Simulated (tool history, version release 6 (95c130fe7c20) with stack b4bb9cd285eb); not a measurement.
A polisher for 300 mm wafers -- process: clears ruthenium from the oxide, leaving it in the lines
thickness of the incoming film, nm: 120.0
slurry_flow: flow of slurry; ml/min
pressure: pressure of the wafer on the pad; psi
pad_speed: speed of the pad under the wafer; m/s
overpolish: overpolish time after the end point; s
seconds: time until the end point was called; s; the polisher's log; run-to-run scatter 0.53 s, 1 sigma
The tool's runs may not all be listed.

run 1 hour=0.0 | slurry_flow=225 pressure=2.6 pad_speed=1.08 overpolish=15 | seconds=58.152
run 2 hour=8.9 | slurry_flow=225 pressure=2.8 pad_speed=1.08 overpolish=15 | seconds=55.410
run 3 hour=10.4 | slurry_flow=225 pressure=2.8 pad_speed=1.08 overpolish=16 | seconds=53.653
run 4 hour=15.5 | slurry_flow=225 pressure=2.8 pad_speed=1.08 overpolish=16 | seconds=54.025
run 5 hour=22.8 | slurry_flow=225 pressure=2.8 pad_speed=1.32 overpolish=16 | seconds=44.637
run 6 hour=24.9 | slurry_flow=225 pressure=2.9 pad_speed=1.32 overpolish=16 | seconds=42.939

Estimate the outcome of run 7 from the log above:
run 7 hour=30.4 | slurry_flow=225 pressure=3.0 pad_speed=1.32 overpolish=16 | seconds=?

{"run 7": {"seconds": 41.722}}
